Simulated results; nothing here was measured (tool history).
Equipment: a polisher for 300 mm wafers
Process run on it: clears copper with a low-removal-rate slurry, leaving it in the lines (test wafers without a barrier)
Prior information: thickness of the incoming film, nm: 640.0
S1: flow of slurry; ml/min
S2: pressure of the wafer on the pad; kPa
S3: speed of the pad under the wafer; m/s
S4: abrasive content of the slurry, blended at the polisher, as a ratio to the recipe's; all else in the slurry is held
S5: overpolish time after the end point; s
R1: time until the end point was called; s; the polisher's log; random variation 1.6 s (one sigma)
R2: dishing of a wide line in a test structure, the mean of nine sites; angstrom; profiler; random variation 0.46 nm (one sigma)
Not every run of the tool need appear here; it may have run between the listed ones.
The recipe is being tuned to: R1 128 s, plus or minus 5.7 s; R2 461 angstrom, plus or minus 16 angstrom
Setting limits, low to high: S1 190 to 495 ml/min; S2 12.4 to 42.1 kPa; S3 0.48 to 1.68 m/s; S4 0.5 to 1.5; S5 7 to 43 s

run	day	S1	S2	S3	S4	S5	R1	R2
1	0	320	26.9	1.08	1	22	167.13	572.49
2	0.367	320	26.9	1.08	1.2	22	162.66	596.62
3	0.429	320	26.9	1.08	1.3	22	160.15	603.53
4	0.733	275	26.9	1.08	1.3	22	163.3	598.07
5	1.012	345	26.9	1.08	1.3	22	154.96	601.93
6	1.158	345	26.9	1.24	1.3	22	136.63	685.57
7	1.433	370	26.9	1.24	1.3	18	135.73	574.38
# day 1.762: slurry nozzle cleaned
8	1.762	390	26.9	1.24	1.3	16	129.9	545.03
9	2.05	410	26.9	1.24	1.3	15	128.31	513.49
10	2.204	425	26.9	1.24	1.3	14	125.75	495.93
11	2.35	430	26.9	1.24	1.3	14	125.84	485.85
12	2.667	435	26.9	1.24	1.3	14	127.07	492.66

5 next moves are on the table. One of them brings every result within its allowed miss. Which?
A	2.983	460	20	1.48	1.5	13	?	?
B	2.983	490	26.9	1.22	1.35	12	?	?
C	2.983	495	20.7	1.66	1.15	11	?	?
D	2.983	320	29.6	1.18	1.3	12	?	?
E	2.983	470	28.3	1.22	1.15	12	?	?

move	R1	R2
A	127.27	455.64
B	127.75	427.56
C	118.08	420.73
D	127.63	429.25
E	128.32	426.55
A: meets every target
B: takes the biggest miss from the last run beyond its target
C: takes the biggest miss from the last run beyond its target
D: takes the biggest miss from the last run beyond its target
E: takes the biggest miss from the last run beyond its target
A meets every target.

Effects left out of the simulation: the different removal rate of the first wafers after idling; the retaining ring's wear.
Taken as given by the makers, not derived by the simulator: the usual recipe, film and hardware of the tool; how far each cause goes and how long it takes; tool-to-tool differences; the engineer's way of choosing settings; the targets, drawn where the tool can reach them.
